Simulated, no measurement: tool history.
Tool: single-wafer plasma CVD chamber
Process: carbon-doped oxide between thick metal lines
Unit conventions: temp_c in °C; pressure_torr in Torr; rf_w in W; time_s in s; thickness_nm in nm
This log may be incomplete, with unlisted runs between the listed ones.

run  hour  temp_c  pressure_torr  rf_w  time_s  thickness_nm
  1   0.0     335           4.03   510     319        1607.1
  2   5.9     339           3.72   490     319        1530.3
  3   9.8     345           3.72   490     319        1493.3
  4  14.4     345           3.72   490     319        1500.6
  5  17.5     345           3.72   550     319        1602.4
  6  19.2     348           3.48   525     319        1534.0
  7  21.8     350           3.32   500     319        1473.6
  8  28.0     350           3.32   500     319        1467.4
  9  29.9     352           3.16   485     319        1425.6
 10  36.2     359           2.45   415     319        1208.0

Run 11 is up next; what results do you expect?
 11  39.7     356           2.49   415     319             ?

Logged for run 11: thickness_nm 1224.9 nm.

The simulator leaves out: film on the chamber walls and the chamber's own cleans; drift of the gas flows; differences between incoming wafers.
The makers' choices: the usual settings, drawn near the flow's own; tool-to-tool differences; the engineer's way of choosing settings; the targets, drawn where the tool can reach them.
